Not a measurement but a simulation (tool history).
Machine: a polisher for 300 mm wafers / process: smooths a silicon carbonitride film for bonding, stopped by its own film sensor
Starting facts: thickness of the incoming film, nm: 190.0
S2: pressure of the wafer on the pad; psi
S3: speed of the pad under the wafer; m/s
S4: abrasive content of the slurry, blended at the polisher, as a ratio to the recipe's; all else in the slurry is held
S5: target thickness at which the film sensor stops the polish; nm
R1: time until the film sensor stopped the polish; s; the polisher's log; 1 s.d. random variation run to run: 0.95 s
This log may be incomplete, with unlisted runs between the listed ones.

Run 1, day 0.000: flow of slurry (ml/min) 295, S2 2.0 psi, S3 0.96 m/s, S4 1.00, S5 164 nm. Result: R1 116.64 s.
Run 2, day 0.267: flow of slurry (ml/min) 295, S2 2.0 psi, S3 0.96 m/s, S4 0.85, S5 164 nm. Result: R1 125.26 s.
Run 3, day 0.325: flow of slurry (ml/min) 295, S2 2.0 psi, S3 0.96 m/s, S4 0.70, S5 164 nm. Result: R1 140.09 s.
Run 4, day 0.650: flow of slurry (ml/min) 370, S2 2.0 psi, S3 0.96 m/s, S4 0.70, S5 164 nm. Result: R1 138.14 s.
Run 5, day 0.996: flow of slurry (ml/min) 370, S2 2.0 psi, S3 0.72 m/s, S4 0.70, S5 164 nm. Result: R1 162.04 s.
Run 6, day 1.283: flow of slurry (ml/min) 300, S2 2.0 psi, S3 0.72 m/s, S4 0.70, S5 164 nm. Result: R1 166.46 s.

For run 7, what comes out?
Run 7, day 1.517: flow of slurry (ml/min) 300, S2 2.2 psi, S3 0.72 m/s, S4 0.70, S5 164 nm. Result: R1 ?.

For run 7 the tool returned R1 155.34 s.
